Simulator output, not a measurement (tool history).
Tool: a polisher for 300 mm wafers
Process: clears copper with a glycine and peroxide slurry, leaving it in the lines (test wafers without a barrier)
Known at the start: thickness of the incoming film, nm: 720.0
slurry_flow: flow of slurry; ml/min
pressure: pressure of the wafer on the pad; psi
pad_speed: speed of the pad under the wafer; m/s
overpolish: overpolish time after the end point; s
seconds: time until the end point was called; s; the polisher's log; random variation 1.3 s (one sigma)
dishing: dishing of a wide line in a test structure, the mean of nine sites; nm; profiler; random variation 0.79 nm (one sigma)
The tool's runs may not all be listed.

run,hour,slurry_flow,pressure,pad_speed,overpolish,seconds,dishing
1,0.0,125,3.2,1.30,21,94.133,75.630
2,3.3,115,2.9,1.44,17,93.504,63.864
3,7.3,105,2.8,1.50,14,99.359,55.091
4,15.4,100,2.8,1.58,12,95.630,50.069
5,24.3,100,3.2,1.58,12,86.443,53.465
6,26.1,95,3.2,1.60,11,85.047,51.242
7,32.4,85,2.9,1.62,6,97.422,29.074
8,34.6,95,2.9,1.62,6,91.881,29.443
9,41.8,90,3.0,1.62,7,94.116,33.960

Forecast run 10:
10,44.0,90,3.0,1.62,8,?,?

seconds: 90.883 s
dishing: 37.217 nm

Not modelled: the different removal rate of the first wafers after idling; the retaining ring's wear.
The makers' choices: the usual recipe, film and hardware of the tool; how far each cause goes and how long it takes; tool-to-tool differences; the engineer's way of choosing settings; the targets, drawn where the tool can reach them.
